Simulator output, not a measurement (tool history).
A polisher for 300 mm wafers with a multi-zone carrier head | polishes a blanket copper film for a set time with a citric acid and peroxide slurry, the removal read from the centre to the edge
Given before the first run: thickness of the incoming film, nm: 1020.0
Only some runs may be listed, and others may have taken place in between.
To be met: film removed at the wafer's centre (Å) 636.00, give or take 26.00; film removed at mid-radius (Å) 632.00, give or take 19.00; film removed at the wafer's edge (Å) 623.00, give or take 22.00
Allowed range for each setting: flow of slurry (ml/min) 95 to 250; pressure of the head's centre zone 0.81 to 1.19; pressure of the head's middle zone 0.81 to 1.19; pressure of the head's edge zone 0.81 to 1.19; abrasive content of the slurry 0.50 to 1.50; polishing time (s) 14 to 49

run  hour  flow of slurry (ml/min)  pressure of the head's centre zone  pressure of the head's middle zone  pressure of the head's edge zone  abrasive content of the slurry  polishing time (s)  film removed at the wafer's centre (Å)  film removed at mid-radius (Å)  film removed at the wafer's edge (Å)
  1   0.0                      160                                1.00                                1.00                              1.00                            1.00                  31                                  849.55                          814.50                                858.50
  2   8.3                      160                                1.00                                1.00                              1.00                            0.85                  31                                  818.86                          797.42                                802.63
  3  14.3                      160                                1.00                                1.00                              1.05                            0.85                  31                                  797.18                          791.30                                816.24
  4  15.1                      160                                1.05                                1.00                              1.05                            0.85                  31                                  842.16                          799.72                                836.80
  5  22.5                      150                                1.01                                0.97                              1.02                            0.75                  31                                  777.89                          739.04                                772.58
  6  26.8                      150                                1.01                                0.92                              1.02                            0.75                  31                                  777.07                          701.67                                781.31
  7  31.2                      140                                0.98                                0.92                              0.99                            0.70                  31                                  736.08                          699.68                                750.32
  8  34.1                      135                                0.97                                0.91                              0.96                            0.65                  31                                  698.33                          668.81                                732.82
  9  36.8                      140                                1.02                                1.01                              0.86                            0.50                  28                                  620.50                          596.77                                573.77

Next run, 4 choices. One meets every target within its allowed miss, the rest don't. Which?
  A  39.5                      125                                0.98                                0.97                              0.86                            0.60                  29                                       ?                               ?                                     ?
  B  39.5                      160                                0.96                                1.05                              0.92                            0.50                  26                                       ?                               ?                                     ?
  C  39.5                      150                                0.94                                1.01                              0.85                            0.50                  27                                       ?                               ?                                     ?
  D  39.5                      145                                1.04                                1.01                              0.86                            0.60                  26                                       ?                               ?                                     ?

move  film removed at the wafer's centre (Å)  film removed at mid-radius (Å)  film removed at the wafer's edge (Å)
   A                                  631.28                          623.14                                611.96
   B                                  560.73                          589.82                                558.10
   C                                  561.57                          589.68                                554.06
   D                                  625.87                          593.80                                562.33
A: every result lands within tolerance
B: lands further from the targets than the last run did
C: lands further from the targets than the last run did
D: lands further from the targets than the last run did
Correct choice: A, which meets every target
